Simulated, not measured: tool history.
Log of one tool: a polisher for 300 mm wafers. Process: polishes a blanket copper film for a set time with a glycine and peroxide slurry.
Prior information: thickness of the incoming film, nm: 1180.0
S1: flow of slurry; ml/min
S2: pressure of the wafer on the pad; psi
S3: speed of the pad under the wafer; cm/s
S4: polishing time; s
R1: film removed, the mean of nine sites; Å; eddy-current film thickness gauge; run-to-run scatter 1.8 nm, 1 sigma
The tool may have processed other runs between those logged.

run,day,S1,S2,S3,S4,R1
1,0,190,1.9,114,75,2822.9
2,0.108,185,1.8,114,75,2714.3
3,0.317,180,1.8,114,75,2721.7
4,0.683,180,1.7,114,75,2601.6
5,0.85,180,2.2,114,75,3077.3
6,1.058,175,2.1,114,75,2935.8
7,1.4,165,2,114,75,2857.6
8,1.671,165,1.9,114,75,2780.9

Forecast run 9:
9,1.867,165,1.9,114,75,?

{"run 9": {"R1": 2730.8}}
